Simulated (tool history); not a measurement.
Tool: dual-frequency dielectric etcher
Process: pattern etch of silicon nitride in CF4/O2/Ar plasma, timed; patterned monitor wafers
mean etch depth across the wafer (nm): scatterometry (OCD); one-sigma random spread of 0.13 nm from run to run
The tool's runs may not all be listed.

run	hour	source power (W)	bias power (W)	Ar flow (sccm)	CF4 flow (sccm)	etch time (s)	mean etch depth across the wafer (nm)
1	0	530	37	114	128	12.5	24.028
2	8.1	530	37	127	128	12.5	24.115
3	9.2	620	37	127	128	12.5	26.205
4	10	620	37	111	128	12.5	26.76
5	17.2	560	37	111	128	12.5	24.999
6	19.1	640	37	111	128	12.5	27.607
7	24.3	570	36	112	128	12.5	25.203
8	26.8	520	35	113	127	12.5	23.455
9	30.3	490	35	113	127	12.5	22.478

The next listed run, before its measurement:
10	32	470	35	113	127	12.5	?

{"run 10": {"mean etch depth across the wafer (nm)": 21.849}}

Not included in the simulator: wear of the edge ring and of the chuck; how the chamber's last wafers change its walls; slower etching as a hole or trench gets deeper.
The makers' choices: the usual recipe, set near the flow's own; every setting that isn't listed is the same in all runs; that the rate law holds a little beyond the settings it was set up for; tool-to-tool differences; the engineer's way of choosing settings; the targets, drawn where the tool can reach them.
